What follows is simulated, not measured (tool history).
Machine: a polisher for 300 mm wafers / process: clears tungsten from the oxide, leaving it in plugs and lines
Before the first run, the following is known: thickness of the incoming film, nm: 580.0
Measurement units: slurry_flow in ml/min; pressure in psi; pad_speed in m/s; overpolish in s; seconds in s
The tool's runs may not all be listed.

run 1 hour=0 | slurry_flow=160 pressure=3.8 pad_speed=0.96 slurry_solids=1 overpolish=24 | seconds=132.84
run 2 hour=1.7 | slurry_flow=160 pressure=3.8 pad_speed=0.82 slurry_solids=1 overpolish=24 | seconds=154.63
run 3 hour=4.6 | slurry_flow=155 pressure=3.2 pad_speed=0.82 slurry_solids=1 overpolish=24 | seconds=182.64
run 4 hour=13.6 | slurry_flow=155 pressure=2.9 pad_speed=0.82 slurry_solids=1 overpolish=24 | seconds=203.92
run 5 hour=15.3 | slurry_flow=155 pressure=2.9 pad_speed=0.98 slurry_solids=1 overpolish=24 | seconds=172.28
run 6 hour=16.7 | slurry_flow=155 pressure=3.4 pad_speed=0.98 slurry_solids=1 overpolish=24 | seconds=146.63
run 7 hour=19 | slurry_flow=155 pressure=2.9 pad_speed=0.96 slurry_solids=1 overpolish=24 | seconds=174.09
run 8 hour=20.8 | slurry_flow=150 pressure=2.5 pad_speed=0.94 slurry_solids=1 overpolish=24 | seconds=205.08

Run 9, settings as shown, results not yet in. Your forecast:
run 9 hour=22.6 | slurry_flow=145 pressure=2.3 pad_speed=0.94 slurry_solids=1 overpolish=24 | seconds=?

Run 9 gave seconds 227 s.
